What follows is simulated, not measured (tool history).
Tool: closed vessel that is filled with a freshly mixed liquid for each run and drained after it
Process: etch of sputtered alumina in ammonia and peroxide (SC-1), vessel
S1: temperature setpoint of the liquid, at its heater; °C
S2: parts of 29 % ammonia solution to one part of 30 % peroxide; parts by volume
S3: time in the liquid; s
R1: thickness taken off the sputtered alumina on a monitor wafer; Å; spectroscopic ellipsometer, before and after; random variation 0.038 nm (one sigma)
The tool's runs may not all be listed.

| run | hour | S1 | S2 | S3 | R1 |
|---|---|---|---|---|---|
| 1 | 0.0 | 61 | 0.90 | 160 | 157.830 |
| 2 | 7.8 | 61 | 0.90 | 160 | 158.210 |
| 3 | 14.9 | 61 | 0.90 | 120 | 117.520 |
| 4 | 22.3 | 61 | 0.90 | 120 | 118.760 |
| 5 | 31.2 | 61 | 1.05 | 120 | 119.410 |
| 6 | 32.2 | 61 | 1.20 | 120 | 121.430 |

Forecast run 7:
| 7 | 40.6 | 53 | 1.20 | 120 | ? |

{"run 7": {"R1": 79.378}}
